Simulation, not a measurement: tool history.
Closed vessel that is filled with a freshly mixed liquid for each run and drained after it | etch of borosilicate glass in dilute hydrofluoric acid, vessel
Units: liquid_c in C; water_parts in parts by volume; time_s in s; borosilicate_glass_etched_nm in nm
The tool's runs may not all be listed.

run  hour  liquid_c  water_parts  time_s  borosilicate_glass_etched_nm
  1     0        21          160      30                        4.6648
  2   2.2      18.5          160      30                        4.2476
  3   6.7      18.5          210      30                        3.0802
  4   7.8      18.5          170      30                        3.9837
  5  15.8      18.5          200      30                        3.2774
  6  24.9        17          200      30                        3.1175
  7    30        17          200      30                        3.0483

Run 8 comes next. What will it give?
  8    34      17.5          200      30                             ?

Run 8 gave borosilicate_glass_etched_nm 3.1051 nm.
